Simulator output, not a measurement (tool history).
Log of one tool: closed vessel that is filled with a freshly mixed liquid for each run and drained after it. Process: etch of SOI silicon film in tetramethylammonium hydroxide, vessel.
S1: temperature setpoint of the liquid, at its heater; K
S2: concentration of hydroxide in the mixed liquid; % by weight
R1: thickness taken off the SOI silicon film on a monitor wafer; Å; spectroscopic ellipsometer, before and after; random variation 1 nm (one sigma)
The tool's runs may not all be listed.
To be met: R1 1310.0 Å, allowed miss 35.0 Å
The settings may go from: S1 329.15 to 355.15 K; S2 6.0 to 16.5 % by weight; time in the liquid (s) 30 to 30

{"run": 1, "hour": 0.0, "S1": 342.15, "S2": 11.0, "time in the liquid (s)": 30, "R1": 1979.4}
{"run": 2, "hour": 2.2, "S1": 342.15, "S2": 11.0, "time in the liquid (s)": 30, "R1": 1974.4}
{"run": 3, "hour": 7.0, "S1": 340.65, "S2": 11.0, "time in the liquid (s)": 30, "R1": 1843.9}
{"run": 4, "hour": 13.9, "S1": 340.65, "S2": 12.0, "time in the liquid (s)": 30, "R1": 1775.9}
{"run": 5, "hour": 22.2, "S1": 340.65, "S2": 10.0, "time in the liquid (s)": 30, "R1": 1891.0}
{"run": 6, "hour": 27.6, "S1": 339.15, "S2": 10.0, "time in the liquid (s)": 30, "R1": 1723.2}
{"run": 7, "hour": 32.5, "S1": 338.15, "S2": 10.0, "time in the liquid (s)": 30, "R1": 1615.5}
{"run": 8, "hour": 33.5, "S1": 337.15, "S2": 10.0, "time in the liquid (s)": 30, "R1": 1541.1}
{"run": 9, "hour": 38.5, "S1": 336.65, "S2": 10.0, "time in the liquid (s)": 30, "R1": 1463.4}

5 next moves are on the table. One of them brings every result within its allowed miss. Which?
{"run": "A", "hour": 43.5, "S1": 334.15, "S2": 9.0, "time in the liquid (s)": 30, "R1": "?"}
{"run": "B", "hour": 43.5, "S1": 338.65, "S2": 11.5, "time in the liquid (s)": 30, "R1": "?"}
{"run": "C", "hour": 43.5, "S1": 337.15, "S2": 10.0, "time in the liquid (s)": 30, "R1": "?"}
{"run": "D", "hour": 43.5, "S1": 339.15, "S2": 11.5, "time in the liquid (s)": 30, "R1": "?"}
{"run": "E", "hour": 43.5, "S1": 334.65, "S2": 12.0, "time in the liquid (s)": 30, "R1": "?"}

move=A R1=1320.4
move=B R1=1590.7
move=C R1=1529.3
move=D R1=1639.3
move=E R1=1227.6
A: meets every target
B: further off than the last run
C: further off than the last run
D: further off than the last run
E: takes the result that was furthest off past its target
Move A is the one to make.
